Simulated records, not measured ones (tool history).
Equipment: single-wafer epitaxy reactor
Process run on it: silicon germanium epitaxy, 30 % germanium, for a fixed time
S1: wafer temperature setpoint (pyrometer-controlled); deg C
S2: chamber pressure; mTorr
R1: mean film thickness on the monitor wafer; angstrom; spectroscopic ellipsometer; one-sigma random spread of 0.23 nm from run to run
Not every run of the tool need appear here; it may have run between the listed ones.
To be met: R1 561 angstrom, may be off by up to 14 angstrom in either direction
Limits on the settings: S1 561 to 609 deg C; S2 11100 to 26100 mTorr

run	hour	S1	S2	R1
1	0	585	18600	418.86
2	2.1	588	18700	444.01
3	5.2	592	18700	470.07
4	11	594	18800	487.79
5	18.2	594	15500	452.34
6	27.1	597	15600	476.61
7	29.6	599	15700	492.7
# hour 35: capacitance manometer re-zeroed and calibrated
8	35	601	15800	519.21
9	43.9	602	15800	526.33
10	44.6	603	15800	537.81
11	53	604	15800	543.88

Which single option among these 5 for the next run brings every result within its allowed miss of target? Just one does.
A	61.4	598	18300	?
B	61.4	595	22300	?
C	61.4	601	15700	?
D	61.4	607	15300	?
E	61.4	608	12300	?

move	R1
A	526.37
B	541.31
C	520.77
D	567.62
E	530.48
A: moves away from the targets compared with the last run
B: moves away from the targets compared with the last run
C: moves away from the targets compared with the last run
D: hits every target within its allowed miss
E: moves away from the targets compared with the last run
Go with D: it meets all targets.
